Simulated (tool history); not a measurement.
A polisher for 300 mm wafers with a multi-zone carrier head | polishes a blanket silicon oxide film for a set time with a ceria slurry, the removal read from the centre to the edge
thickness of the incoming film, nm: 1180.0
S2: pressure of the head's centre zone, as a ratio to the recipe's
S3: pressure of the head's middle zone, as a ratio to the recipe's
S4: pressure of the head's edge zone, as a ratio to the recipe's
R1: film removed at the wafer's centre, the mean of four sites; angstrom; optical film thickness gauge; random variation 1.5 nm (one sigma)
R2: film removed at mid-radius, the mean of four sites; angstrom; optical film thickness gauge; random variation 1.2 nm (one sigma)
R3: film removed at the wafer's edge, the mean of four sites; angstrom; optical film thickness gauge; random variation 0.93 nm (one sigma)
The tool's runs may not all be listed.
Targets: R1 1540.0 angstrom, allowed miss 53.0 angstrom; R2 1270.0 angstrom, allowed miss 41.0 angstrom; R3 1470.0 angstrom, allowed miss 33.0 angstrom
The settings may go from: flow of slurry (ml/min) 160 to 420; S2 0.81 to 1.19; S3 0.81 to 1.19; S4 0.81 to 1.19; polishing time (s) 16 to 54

Run 1, day 0.000: flow of slurry (ml/min) 270, S2 1.00, S3 1.00, S4 1.00, polishing time (s) 35. Result: R1 1704.6 angstrom, R2 1769.5 angstrom, R3 1735.0 angstrom.
Run 2, day 0.283: flow of slurry (ml/min) 270, S2 1.05, S3 1.00, S4 1.00, polishing time (s) 35. Result: R1 1760.5 angstrom, R2 1741.5 angstrom, R3 1739.6 angstrom.
Run 3, day 0.588: flow of slurry (ml/min) 270, S2 1.05, S3 1.08, S4 1.00, polishing time (s) 35. Result: R1 1777.0 angstrom, R2 1818.2 angstrom, R3 1726.3 angstrom.
Run 4, day 0.829: flow of slurry (ml/min) 270, S2 1.05, S3 1.08, S4 1.08, polishing time (s) 35. Result: R1 1766.4 angstrom, R2 1828.6 angstrom, R3 1832.9 angstrom.
Run 5, day 1.092: flow of slurry (ml/min) 265, S2 1.06, S3 1.05, S4 1.07, polishing time (s) 34. Result: R1 1728.4 angstrom, R2 1737.4 angstrom, R3 1744.9 angstrom.
Run 6, day 1.358: flow of slurry (ml/min) 265, S2 1.00, S3 1.05, S4 1.07, polishing time (s) 34. Result: R1 1647.2 angstrom, R2 1772.3 angstrom, R3 1747.2 angstrom.
Run 7, day 1.462: flow of slurry (ml/min) 260, S2 1.01, S3 1.03, S4 1.07, polishing time (s) 33. Result: R1 1601.3 angstrom, R2 1667.0 angstrom, R3 1682.4 angstrom.
Run 8, day 1.804: flow of slurry (ml/min) 255, S2 1.02, S3 1.01, S4 1.07, polishing time (s) 33. Result: R1 1637.7 angstrom, R2 1639.8 angstrom, R3 1689.8 angstrom.
Run 9, day 1.975: flow of slurry (ml/min) 250, S2 1.02, S3 0.99, S4 1.07, polishing time (s) 33. Result: R1 1625.1 angstrom, R2 1633.5 angstrom, R3 1678.2 angstrom.
Run 10, day 2.096: flow of slurry (ml/min) 250, S2 1.12, S3 0.89, S4 1.11, polishing time (s) 27. Result: R1 1437.2 angstrom, R2 1239.4 angstrom, R3 1402.2 angstrom.
Run 11, day 2.350: flow of slurry (ml/min) 255, S2 1.13, S3 0.89, S4 1.12, polishing time (s) 27. Result: R1 1466.0 angstrom, R2 1246.2 angstrom, R3 1406.9 angstrom.
Run 12, day 2.683: flow of slurry (ml/min) 260, S2 1.13, S3 0.89, S4 1.13, polishing time (s) 27. Result: R1 1446.1 angstrom, R2 1246.1 angstrom, R3 1422.2 angstrom.
Run 13, day 3.000: flow of slurry (ml/min) 265, S2 1.14, S3 0.89, S4 1.13, polishing time (s) 27. Result: R1 1465.6 angstrom, R2 1238.9 angstrom, R3 1432.2 angstrom.
Run 14, day 3.038: flow of slurry (ml/min) 265, S2 1.14, S3 0.89, S4 1.13, polishing time (s) 27. Result: R1 1456.5 angstrom, R2 1240.9 angstrom, R3 1433.5 angstrom.

Which of these 4 next moves meets every target?
Run A, day 3.075: flow of slurry (ml/min) 345, S2 1.14, S3 0.85, S4 1.09, polishing time (s) 28. Result: R1 ?, R2 ?, R3 ?.
Run B, day 3.075: flow of slurry (ml/min) 335, S2 1.13, S3 0.84, S4 1.19, polishing time (s) 28. Result: R1 ?, R2 ?, R3 ?.
Run C, day 3.075: flow of slurry (ml/min) 315, S2 1.07, S3 0.91, S4 1.19, polishing time (s) 27. Result: R1 ?, R2 ?, R3 ?.
Run D, day 3.075: flow of slurry (ml/min) 220, S2 0.97, S3 0.83, S4 1.04, polishing time (s) 31. Result: R1 ?, R2 ?, R3 ?.

move      R1      R2      R3
   A  1538.1  1280.8  1474.6
   B  1523.7  1268.6  1540.5
   C  1399.9  1282.2  1479.5
   D  1442.0  1352.3  1555.2
A: meets every target
B: brings the result that was furthest off to its target, and leaves another outside
C: further off than the last run
D: further off than the last run
The right move is A.
